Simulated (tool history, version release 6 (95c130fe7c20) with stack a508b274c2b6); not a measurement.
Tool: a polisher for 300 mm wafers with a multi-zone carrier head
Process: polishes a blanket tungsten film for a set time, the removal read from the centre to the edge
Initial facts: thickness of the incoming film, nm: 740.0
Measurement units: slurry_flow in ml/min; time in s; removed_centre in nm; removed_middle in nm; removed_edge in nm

{"run": 1, "hour": 0.0, "slurry_flow": 265, "centre_zone": 1.0, "middle_zone": 1.0, "edge_zone": 1.0, "slurry_solids": 1.0, "time": 64, "removed_centre": 218.27, "removed_middle": 216.43, "removed_edge": 216.07}
{"run": 2, "hour": 0.8, "slurry_flow": 270, "centre_zone": 1.01, "middle_zone": 0.99, "edge_zone": 1.02, "slurry_solids": 1.05, "time": 64, "removed_centre": 220.64, "removed_middle": 219.24, "removed_edge": 221.86}
{"run": 3, "hour": 4.2, "slurry_flow": 270, "centre_zone": 0.93, "middle_zone": 0.99, "edge_zone": 1.02, "slurry_solids": 1.05, "time": 64, "removed_centre": 200.91, "removed_middle": 222.3, "removed_edge": 217.16}
{"run": 4, "hour": 8.9, "slurry_flow": 275, "centre_zone": 0.96, "middle_zone": 0.99, "edge_zone": 1.04, "slurry_solids": 1.1, "time": 64, "removed_centre": 215.54, "removed_middle": 224.94, "removed_edge": 225.32}
{"run": 5, "hour": 10.4, "slurry_flow": 225, "centre_zone": 0.96, "middle_zone": 0.99, "edge_zone": 1.04, "slurry_solids": 1.1, "time": 64, "removed_centre": 206.16, "removed_middle": 216.24, "removed_edge": 224.77}
{"run": 6, "hour": 13.3, "slurry_flow": 225, "centre_zone": 0.96, "middle_zone": 0.99, "edge_zone": 1.04, "slurry_solids": 1.25, "time": 64, "removed_centre": 209.17, "removed_middle": 226.49, "removed_edge": 229.62}

The next listed run, before its measurement:
{"run": 7, "hour": 15.7, "slurry_flow": 235, "centre_zone": 0.98, "middle_zone": 0.98, "edge_zone": 1.06, "slurry_solids": 1.25, "time": 64, "removed_centre": "?", "removed_middle": "?", "removed_edge": "?"}

{"run 7": {"removed_centre": 217.04, "removed_middle": 226.04, "removed_edge": 230.37}}
